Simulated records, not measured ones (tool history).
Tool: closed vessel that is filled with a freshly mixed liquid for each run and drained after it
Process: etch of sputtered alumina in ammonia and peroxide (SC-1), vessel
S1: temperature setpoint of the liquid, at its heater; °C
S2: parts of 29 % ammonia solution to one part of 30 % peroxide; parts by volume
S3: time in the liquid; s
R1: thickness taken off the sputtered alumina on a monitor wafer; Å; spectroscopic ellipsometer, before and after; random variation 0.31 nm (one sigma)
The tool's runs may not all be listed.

Run 1, day 0: S1 60 °C, S2 0.8 parts by volume, S3 545 s. Result: R1 454.07 Å.
Run 2, day 0.333: S1 61 °C, S2 0.8 parts by volume, S3 545 s. Result: R1 473.63 Å.
Run 3, day 0.725: S1 61 °C, S2 0.8 parts by volume, S3 545 s. Result: R1 481.92 Å.
Run 4, day 0.954: S1 57 °C, S2 0.8 parts by volume, S3 545 s. Result: R1 384.54 Å.
Run 5, day 1.108: S1 57 °C, S2 0.8 parts by volume, S3 545 s. Result: R1 388.04 Å.
Run 6, day 1.417: S1 59 °C, S2 0.8 parts by volume, S3 545 s. Result: R1 431.53 Å.

The next listed run, before its measurement:
Run 7, day 1.683: S1 60.5 °C, S2 0.8 parts by volume, S3 545 s. Result: R1 ?.

{"run 7": {"R1": 469.63}}
